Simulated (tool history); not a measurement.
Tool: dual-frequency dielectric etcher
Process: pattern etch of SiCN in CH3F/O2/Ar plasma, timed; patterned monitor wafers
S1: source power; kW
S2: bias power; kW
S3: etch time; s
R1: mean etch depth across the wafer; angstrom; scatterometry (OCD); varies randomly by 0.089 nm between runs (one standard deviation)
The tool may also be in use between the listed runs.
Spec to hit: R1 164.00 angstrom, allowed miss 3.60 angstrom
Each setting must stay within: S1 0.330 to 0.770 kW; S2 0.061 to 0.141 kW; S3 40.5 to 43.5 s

Run 1, day 0.000: S1 0.550 kW, S2 0.101 kW, S3 43.5 s. Result: R1 201.29 angstrom.
Run 2, day 0.308: S1 0.550 kW, S2 0.101 kW, S3 40.5 s. Result: R1 186.61 angstrom.
Run 3, day 0.542: S1 0.470 kW, S2 0.101 kW, S3 40.5 s. Result: R1 175.56 angstrom.
Run 4, day 0.638: S1 0.470 kW, S2 0.101 kW, S3 43.5 s. Result: R1 188.21 angstrom.
Run 5, day 0.779: S1 0.430 kW, S2 0.097 kW, S3 43.5 s. Result: R1 179.09 angstrom.
Run 6, day 1.088: S1 0.470 kW, S2 0.097 kW, S3 43.5 s. Result: R1 186.74 angstrom.
Run 7, day 1.371: S1 0.430 kW, S2 0.094 kW, S3 43.0 s. Result: R1 173.54 angstrom.
Run 8, day 1.625: S1 0.410 kW, S2 0.093 kW, S3 43.0 s. Result: R1 170.59 angstrom.
Run 9, day 1.892: S1 0.410 kW, S2 0.093 kW, S3 43.0 s. Result: R1 170.45 angstrom.
Run 10, day 2.125: S1 0.400 kW, S2 0.093 kW, S3 43.0 s. Result: R1 169.74 angstrom.
Run 11, day 2.246: S1 0.390 kW, S2 0.093 kW, S3 43.0 s. Result: R1 167.69 angstrom.

Consider the 4 candidate settings below. Which is the only one whose results all fall within their allowed miss of target?
Run A, day 2.367: S1 0.410 kW, S2 0.087 kW, S3 42.5 s. Result: R1 ?.
Run B, day 2.367: S1 0.410 kW, S2 0.103 kW, S3 41.5 s. Result: R1 ?.
Run C, day 2.367: S1 0.490 kW, S2 0.089 kW, S3 42.0 s. Result: R1 ?.
Run D, day 2.367: S1 0.460 kW, S2 0.084 kW, S3 43.5 s. Result: R1 ?.

move      R1
   A  162.92
   B  171.52
   C  174.40
   D  171.78
A: hits every target within its allowed miss
B: the biggest miss grows against the last run
C: the biggest miss grows against the last run
D: the biggest miss grows against the last run
So the answer is move A, the one that meets all the targets.

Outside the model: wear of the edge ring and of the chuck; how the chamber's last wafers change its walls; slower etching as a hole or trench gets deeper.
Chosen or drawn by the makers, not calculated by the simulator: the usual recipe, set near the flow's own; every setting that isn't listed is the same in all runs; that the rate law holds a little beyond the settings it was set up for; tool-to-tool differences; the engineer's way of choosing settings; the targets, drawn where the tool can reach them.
